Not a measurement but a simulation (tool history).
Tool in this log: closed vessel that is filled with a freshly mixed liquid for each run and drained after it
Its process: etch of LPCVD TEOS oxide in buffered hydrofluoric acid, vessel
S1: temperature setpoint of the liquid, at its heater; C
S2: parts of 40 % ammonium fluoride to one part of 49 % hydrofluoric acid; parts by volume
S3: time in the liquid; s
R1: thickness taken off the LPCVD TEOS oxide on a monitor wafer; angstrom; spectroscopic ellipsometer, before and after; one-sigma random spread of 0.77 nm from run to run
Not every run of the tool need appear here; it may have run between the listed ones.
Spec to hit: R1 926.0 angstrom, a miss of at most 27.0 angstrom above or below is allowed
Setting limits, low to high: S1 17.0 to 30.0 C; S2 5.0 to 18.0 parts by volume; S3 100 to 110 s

run	hour	S1	S2	S3	R1
1	0.0	22.0	11.0	100	1768.1
2	7.2	21.5	11.5	100	1649.3
3	15.3	21.0	12.0	100	1527.2
4	16.9	23.5	12.0	100	1765.8
5	20.1	23.0	12.5	100	1671.0
6	28.2	23.0	11.5	100	1828.9
7	34.5	19.0	15.0	100	1093.1
8	36.5	18.0	15.5	100	1013.9

Which of these 4 next moves meets every target?
A	38.5	18.5	15.0	105	?
B	38.5	20.5	17.0	105	?
C	38.5	19.5	16.5	105	?
D	38.5	17.5	17.5	105	?

move	R1
A	1126.3
B	1114.3
C	1085.0
D	914.1
A: moves away from the targets compared with the last run
B: moves away from the targets compared with the last run
C: moves away from the targets compared with the last run
D: each result inside its tolerance
So the answer is move D, the one that meets all the targets.

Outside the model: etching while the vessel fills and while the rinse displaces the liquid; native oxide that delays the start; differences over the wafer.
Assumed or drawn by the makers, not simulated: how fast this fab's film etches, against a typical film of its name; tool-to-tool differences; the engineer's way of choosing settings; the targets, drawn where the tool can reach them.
